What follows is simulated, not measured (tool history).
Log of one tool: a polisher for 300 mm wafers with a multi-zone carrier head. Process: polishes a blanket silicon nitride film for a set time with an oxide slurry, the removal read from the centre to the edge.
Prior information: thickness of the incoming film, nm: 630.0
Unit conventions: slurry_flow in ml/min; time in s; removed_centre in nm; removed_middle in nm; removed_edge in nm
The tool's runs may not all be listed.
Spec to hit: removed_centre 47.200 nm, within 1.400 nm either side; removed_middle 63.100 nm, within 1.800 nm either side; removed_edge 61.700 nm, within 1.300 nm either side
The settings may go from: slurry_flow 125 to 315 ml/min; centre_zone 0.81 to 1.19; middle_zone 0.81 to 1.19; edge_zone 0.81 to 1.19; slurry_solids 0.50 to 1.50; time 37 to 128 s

Run 1, hour 0.0: slurry_flow 205 ml/min, centre_zone 1.00, middle_zone 1.00, edge_zone 1.00, slurry_solids 1.00, time 82 s. Result: removed_centre 60.022 nm, removed_middle 61.037 nm, removed_edge 61.118 nm.
Run 2, hour 6.7: slurry_flow 195 ml/min, centre_zone 0.97, middle_zone 1.01, edge_zone 1.01, slurry_solids 1.00, time 82 s. Result: removed_centre 57.750 nm, removed_middle 62.183 nm, removed_edge 60.142 nm.
Run 3, hour 7.6: slurry_flow 195 ml/min, centre_zone 0.97, middle_zone 1.01, edge_zone 1.06, slurry_solids 1.00, time 82 s. Result: removed_centre 57.903 nm, removed_middle 61.127 nm, removed_edge 62.493 nm.
Run 4, hour 15.4: slurry_flow 185 ml/min, centre_zone 0.94, middle_zone 1.02, edge_zone 1.07, slurry_solids 1.00, time 82 s. Result: removed_centre 55.580 nm, removed_middle 61.304 nm, removed_edge 61.873 nm.
Run 5, hour 23.7: slurry_flow 185 ml/min, centre_zone 0.94, middle_zone 0.99, edge_zone 1.07, slurry_solids 1.00, time 82 s. Result: removed_centre 54.679 nm, removed_middle 60.127 nm, removed_edge 62.002 nm.
Run 6, hour 28.0: slurry_flow 185 ml/min, centre_zone 0.94, middle_zone 0.99, edge_zone 1.07, slurry_solids 1.15, time 82 s. Result: removed_centre 59.184 nm, removed_middle 63.457 nm, removed_edge 65.008 nm.
Run 7, hour 28.7: slurry_flow 175 ml/min, centre_zone 0.92, middle_zone 1.00, edge_zone 1.08, slurry_solids 1.15, time 82 s. Result: removed_centre 56.748 nm, removed_middle 64.150 nm, removed_edge 65.666 nm.
Run 8, hour 30.9: slurry_flow 170 ml/min, centre_zone 0.90, middle_zone 1.00, edge_zone 1.07, slurry_solids 1.15, time 82 s. Result: removed_centre 55.403 nm, removed_middle 62.380 nm, removed_edge 65.352 nm.
Run 9, hour 35.1: slurry_flow 165 ml/min, centre_zone 0.88, middle_zone 1.02, edge_zone 1.06, slurry_solids 1.15, time 82 s. Result: removed_centre 53.571 nm, removed_middle 64.475 nm, removed_edge 63.755 nm.
Run 10, hour 39.9: slurry_flow 160 ml/min, centre_zone 0.87, middle_zone 1.02, edge_zone 1.06, slurry_solids 1.15, time 82 s. Result: removed_centre 53.575 nm, removed_middle 64.106 nm, removed_edge 65.169 nm.
Run 11, hour 46.4: slurry_flow 155 ml/min, centre_zone 0.86, middle_zone 1.03, edge_zone 1.05, slurry_solids 1.15, time 82 s. Result: removed_centre 51.743 nm, removed_middle 64.586 nm, removed_edge 64.027 nm.
Run 12, hour 50.3: slurry_flow 150 ml/min, centre_zone 0.85, middle_zone 1.03, edge_zone 1.04, slurry_solids 1.15, time 82 s. Result: removed_centre 51.027 nm, removed_middle 63.538 nm, removed_edge 63.956 nm.
Run 13, hour 54.6: slurry_flow 150 ml/min, centre_zone 0.84, middle_zone 1.03, edge_zone 1.03, slurry_solids 1.15, time 82 s. Result: removed_centre 50.185 nm, removed_middle 62.404 nm, removed_edge 63.025 nm.
Run 14, hour 57.2: slurry_flow 145 ml/min, centre_zone 0.83, middle_zone 1.04, edge_zone 1.03, slurry_solids 1.15, time 82 s. Result: removed_centre 49.492 nm, removed_middle 63.627 nm, removed_edge 63.313 nm.
Run 15, hour 65.0: slurry_flow 145 ml/min, centre_zone 0.83, middle_zone 1.04, edge_zone 1.02, slurry_solids 1.15, time 82 s. Result: removed_centre 48.957 nm, removed_middle 62.927 nm, removed_edge 62.625 nm.

Pick the move, out of 4, that brings all results within their allowed miss; only one does.
Run A, hour 72.8: slurry_flow 175 ml/min, centre_zone 0.85, middle_zone 1.06, edge_zone 1.03, slurry_solids 1.05, time 82 s. Result: removed_centre ?, removed_middle ?, removed_edge ?.
Run B, hour 72.8: slurry_flow 130 ml/min, centre_zone 0.81, middle_zone 1.04, edge_zone 0.97, slurry_solids 0.85, time 96 s. Result: removed_centre ?, removed_middle ?, removed_edge ?.
Run C, hour 72.8: slurry_flow 125 ml/min, centre_zone 0.85, middle_zone 1.00, edge_zone 1.03, slurry_solids 1.30, time 83 s. Result: removed_centre ?, removed_middle ?, removed_edge ?.
Run D, hour 72.8: slurry_flow 145 ml/min, centre_zone 0.87, middle_zone 1.03, edge_zone 1.01, slurry_solids 1.10, time 83 s. Result: removed_centre ?, removed_middle ?, removed_edge ?.

move  removed_centre  removed_middle  removed_edge
   A          50.154          63.193        62.263
   B          46.983          61.719        61.539
   C          51.303          62.257        65.720
   D          50.916          61.509        62.275
A: the biggest miss grows against the last run
B: all results in spec
C: the biggest miss grows against the last run
D: the biggest miss grows against the last run
Correct choice: B, which meets every target

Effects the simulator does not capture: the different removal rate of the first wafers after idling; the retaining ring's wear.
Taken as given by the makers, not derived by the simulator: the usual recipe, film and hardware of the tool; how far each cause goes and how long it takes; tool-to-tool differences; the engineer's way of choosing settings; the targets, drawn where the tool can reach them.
